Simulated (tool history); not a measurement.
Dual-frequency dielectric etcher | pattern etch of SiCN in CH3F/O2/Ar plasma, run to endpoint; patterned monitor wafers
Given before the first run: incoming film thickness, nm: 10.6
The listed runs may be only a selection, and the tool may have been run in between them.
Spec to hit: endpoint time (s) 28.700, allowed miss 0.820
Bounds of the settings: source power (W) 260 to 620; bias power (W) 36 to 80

{"run": 1, "hour": 0.0, "source power (W)": 440, "bias power (W)": 58, "endpoint time (s)": 33.753}
{"run": 2, "hour": 3.9, "source power (W)": 440, "bias power (W)": 62, "endpoint time (s)": 33.116}
{"run": 3, "hour": 6.2, "source power (W)": 440, "bias power (W)": 58, "endpoint time (s)": 33.55}
{"run": 4, "hour": 9.2, "source power (W)": 460, "bias power (W)": 59, "endpoint time (s)": 33.104}
{"run": 5, "hour": 10.2, "source power (W)": 460, "bias power (W)": 54, "endpoint time (s)": 33.513}
{"hour": 11.6, "done": "source power generator calibrated"}
{"run": 6, "hour": 11.6, "source power (W)": 460, "bias power (W)": 45, "endpoint time (s)": 34.312}
{"run": 7, "hour": 19.9, "source power (W)": 480, "bias power (W)": 47, "endpoint time (s)": 33.108}
{"run": 8, "hour": 27.7, "source power (W)": 490, "bias power (W)": 47, "endpoint time (s)": 33.037}

Which single option among these 4 for the next run brings every result within its allowed miss of target? Just one does.
{"run": "A", "hour": 35.5, "source power (W)": 560, "bias power (W)": 44, "endpoint time (s)": "?"}
{"run": "B", "hour": 35.5, "source power (W)": 410, "bias power (W)": 43, "endpoint time (s)": "?"}
{"run": "C", "hour": 35.5, "source power (W)": 370, "bias power (W)": 43, "endpoint time (s)": "?"}
{"run": "D", "hour": 35.5, "source power (W)": 620, "bias power (W)": 49, "endpoint time (s)": "?"}

move=A endpoint_time_(s)=31.427
move=B endpoint_time_(s)=37.053
move=C endpoint_time_(s)=39.192
move=D endpoint_time_(s)=29.220
A: closer than the last run, but not yet in spec
B: lands further from the targets than the last run did
C: lands further from the targets than the last run did
D: all results in spec
The right move is D.
